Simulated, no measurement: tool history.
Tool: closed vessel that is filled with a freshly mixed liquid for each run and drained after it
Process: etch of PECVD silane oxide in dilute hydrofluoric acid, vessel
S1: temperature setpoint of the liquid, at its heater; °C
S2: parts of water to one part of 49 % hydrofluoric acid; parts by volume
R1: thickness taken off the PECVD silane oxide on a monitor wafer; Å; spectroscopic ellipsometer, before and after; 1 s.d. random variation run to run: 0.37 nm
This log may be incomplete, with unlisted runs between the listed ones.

{"run": 1, "hour": 0.0, "S1": 24, "S2": 185, "time in the liquid (s)": 90, "R1": 190.43}
{"run": 2, "hour": 7.6, "S1": 24, "S2": 145, "time in the liquid (s)": 90, "R1": 254.8}
{"run": 3, "hour": 12.8, "S1": 24, "S2": 145, "time in the liquid (s)": 90, "R1": 257.24}
{"run": 4, "hour": 20.6, "S1": 24, "S2": 145, "time in the liquid (s)": 70, "R1": 201.01}
{"run": 5, "hour": 26.5, "S1": 25, "S2": 130, "time in the liquid (s)": 70, "R1": 232.57}
{"run": 6, "hour": 29.2, "S1": 25, "S2": 100, "time in the liquid (s)": 70, "R1": 316.96}

Forecast run 7:
{"hour": 31.7, "done": "hydrofluoric acid flow meter replaced"}
{"run": 7, "hour": 31.7, "S1": 26, "S2": 95, "time in the liquid (s)": 70, "R1": "?"}

Run 7 came out at R1 392.68 Å.

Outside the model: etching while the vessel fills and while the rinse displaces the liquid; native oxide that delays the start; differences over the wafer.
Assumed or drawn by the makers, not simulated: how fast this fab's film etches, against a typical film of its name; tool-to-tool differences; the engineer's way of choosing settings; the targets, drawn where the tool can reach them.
